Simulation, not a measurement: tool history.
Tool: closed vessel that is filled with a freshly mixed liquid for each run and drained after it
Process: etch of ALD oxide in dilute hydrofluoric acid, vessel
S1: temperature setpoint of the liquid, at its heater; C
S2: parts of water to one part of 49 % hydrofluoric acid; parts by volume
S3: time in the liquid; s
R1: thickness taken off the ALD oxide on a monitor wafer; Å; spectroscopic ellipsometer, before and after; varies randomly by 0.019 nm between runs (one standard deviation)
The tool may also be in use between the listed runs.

| run | day | S1 | S2 | S3 | R1 |
|---|---|---|---|---|---|
| 1 | 0 | 21 | 295 | 120 | 23.001 |
| 2 | 0.071 | 23 | 290 | 120 | 24.895 |
| 3 | 0.358 | 24.5 | 285 | 120 | 27.295 |
| 4 | 0.621 | 25.5 | 285 | 120 | 28.198 |
| 5 | 0.971 | 25.5 | 365 | 120 | 20.042 |
| 6 | 1.325 | 27.5 | 365 | 120 | 21.113 |
| 7 | 1.442 | 28 | 340 | 120 | 24.066 |

For run 8, what comes out?
|  | 1.65 | hydrofluoric acid flow meter replaced |
| 8 | 1.65 | 28.5 | 325 | 120 | ? |

{"run 8": {"R1": 30.185}}
